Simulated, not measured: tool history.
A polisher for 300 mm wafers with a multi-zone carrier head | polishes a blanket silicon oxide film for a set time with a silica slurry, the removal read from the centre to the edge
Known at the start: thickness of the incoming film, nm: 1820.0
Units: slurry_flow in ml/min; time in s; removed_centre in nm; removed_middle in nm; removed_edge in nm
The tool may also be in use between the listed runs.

run	hour	slurry_flow	centre_zone	middle_zone	edge_zone	slurry_solids	time	removed_centre	removed_middle	removed_edge
1	0	220	1	1	1	1	83	340.83	342.22	345.31
2	5.5	220	1	1.05	1	1	83	342.93	356.42	340.59
3	12.1	220	1.01	1.03	0.99	0.95	79	321.49	323.81	321.3
4	16.1	220	1.01	1.03	0.99	0.8	79	309.67	314.41	294.78
5	24.2	190	1.01	1.03	0.99	0.8	79	299.47	299.2	294.81
6	29.8	190	1.01	1.03	0.99	0.8	60	223.66	236.42	218.07
7	36.1	185	1.02	1	0.98	0.75	60	218.84	220.97	214.28
8	41.2	185	1.03	0.99	0.97	0.7	60	216.56	216.58	211.61
9	43.9	185	1.04	0.98	0.96	0.65	60	216.58	208.92	203.73

Forecast run 10:
10	47.7	165	1.03	0.88	0.93	0.55	60	?	?	?

Run 10 gave removed_centre 196.1 nm, removed_middle 179.26 nm, removed_edge 188.14 nm.
